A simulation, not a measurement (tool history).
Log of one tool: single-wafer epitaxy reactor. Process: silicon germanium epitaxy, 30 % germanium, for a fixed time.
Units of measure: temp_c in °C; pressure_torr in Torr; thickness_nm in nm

| run | hour | temp_c | pressure_torr | thickness_nm |
|---|---|---|---|---|
| 1 | 0.0 | 580 | 21.7 | 48.425 |
| 2 | 6.9 | 589 | 21.7 | 58.275 |
| 3 | 13.7 | 589 | 17.8 | 51.464 |
| 4 | 16.5 | 589 | 20.3 | 55.947 |
| 5 | 25.3 | 580 | 20.3 | 46.345 |
| 6 | 28.4 | 580 | 22.5 | 49.302 |

Run 7 has not been measured yet. What should we expect?
| 7 | 30.8 | 577 | 22.5 | ? |

thickness_nm: 45.923 nm
